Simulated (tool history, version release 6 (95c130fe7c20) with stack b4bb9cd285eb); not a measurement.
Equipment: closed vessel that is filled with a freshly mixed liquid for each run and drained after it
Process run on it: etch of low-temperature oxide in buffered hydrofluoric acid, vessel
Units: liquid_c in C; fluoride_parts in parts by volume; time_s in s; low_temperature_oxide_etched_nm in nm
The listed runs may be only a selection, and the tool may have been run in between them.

| run | hour | liquid_c | fluoride_parts | time_s | low_temperature_oxide_etched_nm |
|---|---|---|---|---|---|
| 1 | 0 | 21 | 15.5 | 85 | 204.79 |
| 2 | 2.1 | 21 | 19.5 | 85 | 161.21 |
| 3 | 10 | 23.5 | 19.5 | 85 | 186.83 |
| 4 | 18.4 | 26.5 | 19.5 | 85 | 222.13 |
| 5 | 26.8 | 26.5 | 19.5 | 95 | 245.43 |
| 6 | 30.3 | 26.5 | 19.5 | 85 | 221.92 |
| 7 | 37.2 | 27.5 | 19.5 | 85 | 234.19 |
| 8 | 45 | 28 | 19.5 | 85 | 240.22 |

Expected results for the next run?
| 9 | 52.3 | 28.5 | 19.5 | 85 | ? |

low_temperature_oxide_etched_nm: 248.51 nm
